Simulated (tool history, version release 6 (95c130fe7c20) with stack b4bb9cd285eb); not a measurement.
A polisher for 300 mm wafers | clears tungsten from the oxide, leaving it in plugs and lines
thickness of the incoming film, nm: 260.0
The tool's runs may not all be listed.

run  hour  flow of slurry (ml/min)  pressure of the wafer on the pad (psi)  speed of the pad under the wafer (m/s)  abrasive content of the slurry  overpolish time after the end point (s)  time until the end point was called (s)
  1     0                      150                                     2.5                                    1.28                               1                                       36                                   75.726
  2   6.7                      145                                     2.2                                    1.28                               1                                       36                                   84.307
  3    14                      160                                     2.2                                    1.28                               1                                       36                                   83.104
  4  21.9                      160                                     2.2                                    1.28                               1                                       38                                   82.978
  5  28.9                      160                                     2.2                                    1.28                               1                                       36                                   82.209
  6  31.8                      150                                       2                                    1.28                               1                                       36                                   89.079
  7  40.2                      150                                       2                                    1.28                               1                                       36                                   87.944
  8  48.8                      150                                     1.8                                    1.28                               1                                       36                                   96.184
  9  53.6                      150                                     1.7                                    1.28                               1                                       36                                   99.081

Forecast run 10:
 10  61.1                      140                                     1.4                                    1.28                               1                                       36                                        ?

{"run 10": {"time until the end point was called (s)": 116.07}}
